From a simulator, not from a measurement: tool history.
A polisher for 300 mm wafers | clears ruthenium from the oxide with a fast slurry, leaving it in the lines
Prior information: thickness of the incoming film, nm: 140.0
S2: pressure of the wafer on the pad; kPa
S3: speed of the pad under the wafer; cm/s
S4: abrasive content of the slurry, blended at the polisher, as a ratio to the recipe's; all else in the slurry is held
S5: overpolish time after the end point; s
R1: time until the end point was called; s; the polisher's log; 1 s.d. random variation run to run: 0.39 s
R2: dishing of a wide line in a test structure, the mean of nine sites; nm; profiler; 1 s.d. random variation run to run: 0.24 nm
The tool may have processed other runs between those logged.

Run 1, hour 0.0: flow of slurry (ml/min) 270, S2 23.4 kPa, S3 98 cm/s, S4 1.00, S5 9 s. Result: R1 26.981 s, R2 32.369 nm.
Run 2, hour 5.8: flow of slurry (ml/min) 270, S2 23.4 kPa, S3 118 cm/s, S4 1.00, S5 9 s. Result: R1 23.941 s, R2 35.705 nm.
Run 3, hour 7.4: flow of slurry (ml/min) 270, S2 27.6 kPa, S3 118 cm/s, S4 1.00, S5 9 s. Result: R1 20.527 s, R2 39.746 nm.
Run 4, hour 12.1: flow of slurry (ml/min) 275, S2 26.2 kPa, S3 104 cm/s, S4 1.05, S5 7 s. Result: R1 23.128 s, R2 30.723 nm.
Run 5, hour 13.1: flow of slurry (ml/min) 270, S2 26.2 kPa, S3 94 cm/s, S4 1.00, S5 6 s. Result: R1 25.197 s, R2 25.057 nm.
Run 6, hour 20.4: flow of slurry (ml/min) 335, S2 26.2 kPa, S3 94 cm/s, S4 1.00, S5 6 s. Result: R1 24.492 s, R2 25.336 nm.
Run 7, hour 22.0: flow of slurry (ml/min) 355, S2 28.3 kPa, S3 82 cm/s, S4 0.85, S5 5 s. Result: R1 27.161 s, R2 19.497 nm.
Run 8, hour 30.8: flow of slurry (ml/min) 370, S2 30.3 kPa, S3 76 cm/s, S4 0.75, S5 4 s. Result: R1 27.423 s, R2 15.612 nm.
Run 9, hour 39.5: flow of slurry (ml/min) 375, S2 31.0 kPa, S3 74 cm/s, S4 0.70, S5 4 s. Result: R1 28.864 s, R2 15.026 nm.
Run 10, hour 40.6: flow of slurry (ml/min) 385, S2 31.7 kPa, S3 72 cm/s, S4 0.65, S5 4 s. Result: R1 29.659 s, R2 14.822 nm.
Run 11, hour 44.7: flow of slurry (ml/min) 395, S2 33.1 kPa, S3 68 cm/s, S4 0.65, S5 4 s. Result: R1 29.974 s, R2 15.541 nm.
Run 12, hour 46.0: flow of slurry (ml/min) 380, S2 32.4 kPa, S3 72 cm/s, S4 0.60, S5 4 s. Result: R1 30.215 s, R2 14.320 nm.
Run 13, hour 52.6: flow of slurry (ml/min) 360, S2 32.4 kPa, S3 74 cm/s, S4 0.55, S5 4 s. Result: R1 31.225 s, R2 14.597 nm.
Run 14, hour 58.8: flow of slurry (ml/min) 375, S2 32.4 kPa, S3 74 cm/s, S4 0.55, S5 4 s. Result: R1 31.141 s, R2 14.174 nm.
Run 15, hour 64.0: flow of slurry (ml/min) 375, S2 32.4 kPa, S3 74 cm/s, S4 0.55, S5 4 s. Result: R1 31.625 s, R2 14.696 nm.
Run 16, hour 66.1: flow of slurry (ml/min) 385, S2 32.4 kPa, S3 68 cm/s, S4 0.65, S5 4 s. Result: R1 30.715 s, R2 14.899 nm.
Run 17, hour 72.6: flow of slurry (ml/min) 395, S2 31.7 kPa, S3 72 cm/s, S4 0.60, S5 4 s. Result: R1 30.032 s, R2 14.713 nm.
Run 18, hour 80.9: flow of slurry (ml/min) 400, S2 31.0 kPa, S3 74 cm/s, S4 0.55, S5 4 s. Result: R1 32.013 s, R2 14.013 nm.
Run 19, hour 89.4: flow of slurry (ml/min) 405, S2 31.7 kPa, S3 74 cm/s, S4 0.55, S5 4 s. Result: R1 31.364 s, R2 14.706 nm.
Run 20, hour 91.5: flow of slurry (ml/min) 365, S2 33.1 kPa, S3 72 cm/s, S4 0.55, S5 4 s. Result: R1 31.341 s, R2 14.278 nm.
Run 21, hour 92.6: flow of slurry (ml/min) 380, S2 33.8 kPa, S3 70 cm/s, S4 0.55, S5 4 s. Result: R1 30.923 s, R2 14.564 nm.
Run 22, hour 94.2: flow of slurry (ml/min) 390, S2 33.8 kPa, S3 70 cm/s, S4 0.55, S5 4 s. Result: R1 31.796 s, R2 14.583 nm.
Run 23, hour 99.1: flow of slurry (ml/min) 365, S2 31.7 kPa, S3 76 cm/s, S4 0.55, S5 4 s. Result: R1 31.081 s, R2 15.102 nm.

Expected results for the next run?
Run 24, hour 102.7: flow of slurry (ml/min) 380, S2 31.7 kPa, S3 70 cm/s, S4 0.65, S5 4 s. Result: R1 ?, R2 ?.

R1: 31.287 s
R2: 14.508 nm

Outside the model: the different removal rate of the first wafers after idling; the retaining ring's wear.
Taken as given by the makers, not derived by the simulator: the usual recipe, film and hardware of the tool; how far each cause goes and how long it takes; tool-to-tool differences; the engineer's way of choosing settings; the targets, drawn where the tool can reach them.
